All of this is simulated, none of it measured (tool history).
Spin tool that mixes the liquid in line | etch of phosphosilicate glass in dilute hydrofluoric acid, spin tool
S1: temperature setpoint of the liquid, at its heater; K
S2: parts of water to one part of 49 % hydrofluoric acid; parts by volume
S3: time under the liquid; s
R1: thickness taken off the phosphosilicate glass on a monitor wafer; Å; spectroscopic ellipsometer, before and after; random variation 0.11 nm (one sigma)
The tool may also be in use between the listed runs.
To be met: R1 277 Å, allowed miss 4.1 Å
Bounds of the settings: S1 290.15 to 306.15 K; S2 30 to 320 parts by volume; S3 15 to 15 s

{"run": 1, "day": 0.0, "S1": 298.15, "S2": 175, "S3": 15, "R1": 159.15}
{"run": 2, "day": 0.188, "S1": 300.15, "S2": 165, "S3": 15, "R1": 186.13}
{"run": 3, "day": 0.229, "S1": 300.15, "S2": 115, "S3": 15, "R1": 283.89}
{"run": 4, "day": 0.458, "S1": 300.15, "S2": 70, "S3": 15, "R1": 492.31}
{"run": 5, "day": 0.717, "S1": 298.65, "S2": 70, "S3": 15, "R1": 467.14}
{"run": 6, "day": 0.988, "S1": 298.65, "S2": 70, "S3": 15, "R1": 467.29}
{"run": 7, "day": 1.212, "S1": 294.65, "S2": 105, "S3": 15, "R1": 252.62}
{"run": 8, "day": 1.346, "S1": 296.15, "S2": 105, "S3": 15, "R1": 271.11}

Which of these 5 next moves meets every target?
{"run": "A", "day": 1.479, "S1": 297.65, "S2": 110, "S3": 15, "R1": "?"}
{"run": "B", "day": 1.479, "S1": 299.65, "S2": 115, "S3": 15, "R1": "?"}
{"run": "C", "day": 1.479, "S1": 301.15, "S2": 125, "S3": 15, "R1": "?"}
{"run": "D", "day": 1.479, "S1": 295.65, "S2": 105, "S3": 15, "R1": "?"}
{"run": "E", "day": 1.479, "S1": 298.15, "S2": 115, "S3": 15, "R1": "?"}

move=A R1=270.41
move=B R1=277.73
move=C R1=266.98
move=D R1=263.3
move=E R1=262.13
A: further off than the last run
B: meets every target
C: further off than the last run
D: further off than the last run
E: further off than the last run
Move B is the one to make.
